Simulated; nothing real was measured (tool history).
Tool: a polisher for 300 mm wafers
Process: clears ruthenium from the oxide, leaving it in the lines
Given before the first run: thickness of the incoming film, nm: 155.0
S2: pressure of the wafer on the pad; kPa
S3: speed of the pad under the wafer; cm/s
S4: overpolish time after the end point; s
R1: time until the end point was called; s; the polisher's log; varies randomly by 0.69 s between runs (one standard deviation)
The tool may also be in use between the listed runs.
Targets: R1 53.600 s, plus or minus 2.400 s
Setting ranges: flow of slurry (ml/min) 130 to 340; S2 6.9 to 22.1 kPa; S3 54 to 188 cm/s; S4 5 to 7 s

Run 1, day 0.000: flow of slurry (ml/min) 220, S2 14.5 kPa, S3 120 cm/s, S4 7 s. Result: R1 98.829 s.
Run 2, day 0.354: flow of slurry (ml/min) 220, S2 15.9 kPa, S3 122 cm/s, S4 7 s. Result: R1 85.775 s.
Run 3, day 0.583: flow of slurry (ml/min) 200, S2 15.9 kPa, S3 122 cm/s, S4 7 s. Result: R1 89.156 s.
Run 4, day 0.904: flow of slurry (ml/min) 200, S2 15.9 kPa, S3 92 cm/s, S4 7 s. Result: R1 115.620 s.
Run 5, day 1.225: flow of slurry (ml/min) 205, S2 17.2 kPa, S3 100 cm/s, S4 7 s. Result: R1 96.944 s.
At day 1.350: slurry nozzle cleaned.
Run 6, day 1.350: flow of slurry (ml/min) 205, S2 20.0 kPa, S3 100 cm/s, S4 7 s. Result: R1 83.181 s.
Run 7, day 1.438: flow of slurry (ml/min) 210, S2 20.7 kPa, S3 108 cm/s, S4 7 s. Result: R1 72.519 s.
Run 8, day 1.554: flow of slurry (ml/min) 215, S2 20.7 kPa, S3 112 cm/s, S4 7 s. Result: R1 70.707 s.
Run 9, day 1.862: flow of slurry (ml/min) 215, S2 20.7 kPa, S3 116 cm/s, S4 7 s. Result: R1 69.387 s.

Which of these 4 next moves meets every target?
Run A, day 2.171: flow of slurry (ml/min) 200, S2 22.1 kPa, S3 170 cm/s, S4 7 s. Result: R1 ?.
Run B, day 2.171: flow of slurry (ml/min) 175, S2 22.1 kPa, S3 134 cm/s, S4 7 s. Result: R1 ?.
Run C, day 2.171: flow of slurry (ml/min) 175, S2 22.1 kPa, S3 132 cm/s, S4 5 s. Result: R1 ?.
Run D, day 2.171: flow of slurry (ml/min) 250, S2 22.1 kPa, S3 138 cm/s, S4 7 s. Result: R1 ?.

move      R1
   A  45.240
   B  58.239
   C  59.092
   D  53.786
A: takes the result that was furthest off past its target
B: gains on the last run, yet a result remains outside its allowed miss
C: gains on the last run, yet a result remains outside its allowed miss
D: in spec on every target
Go with D: it meets all targets.

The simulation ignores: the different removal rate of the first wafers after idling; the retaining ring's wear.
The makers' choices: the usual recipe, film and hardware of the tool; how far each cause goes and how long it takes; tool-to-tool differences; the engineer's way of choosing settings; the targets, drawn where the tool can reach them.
